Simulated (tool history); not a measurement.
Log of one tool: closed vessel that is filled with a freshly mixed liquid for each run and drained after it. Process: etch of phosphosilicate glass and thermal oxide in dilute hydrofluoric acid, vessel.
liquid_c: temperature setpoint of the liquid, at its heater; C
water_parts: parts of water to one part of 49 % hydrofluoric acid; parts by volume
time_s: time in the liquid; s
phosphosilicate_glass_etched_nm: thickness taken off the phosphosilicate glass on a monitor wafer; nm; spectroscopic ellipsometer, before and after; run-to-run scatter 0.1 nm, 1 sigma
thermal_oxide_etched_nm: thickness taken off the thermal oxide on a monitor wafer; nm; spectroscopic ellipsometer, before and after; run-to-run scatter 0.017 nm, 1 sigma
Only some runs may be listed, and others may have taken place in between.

run	hour	liquid_c	water_parts	time_s	phosphosilicate_glass_etched_nm	thermal_oxide_etched_nm
1	0	23	255	60	27.081	0.60914
2	7.9	23	255	70	31.94	0.78282
3	16.2	23	315	70	24.252	0.63544
4	24.6	22	325	70	22.615	0.55639
5	28.4	20	325	70	21.028	0.55324
# hour 32.8: thermometer replaced
6	32.8	20	335	70	21.79	0.56656

Estimate the outcome of run 7 from the log above:
7	35.2	20	335	70	?	?

phosphosilicate_glass_etched_nm: 21.652 nm
thermal_oxide_etched_nm: 0.53406 nm
